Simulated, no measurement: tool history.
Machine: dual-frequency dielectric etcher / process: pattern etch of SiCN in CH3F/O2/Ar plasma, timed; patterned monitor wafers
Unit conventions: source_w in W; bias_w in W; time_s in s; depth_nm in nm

run 1 hour=0.0 | source_w=420 bias_w=61 time_s=31.0 | depth_nm=10.4650
run 2 hour=7.3 | source_w=400 bias_w=60 time_s=31.0 | depth_nm=10.2270
run 3 hour=13.8 | source_w=380 bias_w=60 time_s=31.0 | depth_nm=10.0130
run 4 hour=18.1 | source_w=320 bias_w=60 time_s=31.0 | depth_nm=9.5997
run 5 hour=22.1 | source_w=320 bias_w=66 time_s=31.0 | depth_nm=9.7733
run 6 hour=26.4 | source_w=310 bias_w=66 time_s=31.0 | depth_nm=9.6950
run 7 hour=31.2 | source_w=300 bias_w=66 time_s=31.0 | depth_nm=9.5938

Predict the results of run 8:
run 8 hour=31.8 | source_w=290 bias_w=66 time_s=31.0 | depth_nm=?

{"run 8": {"depth_nm": 9.4866}}
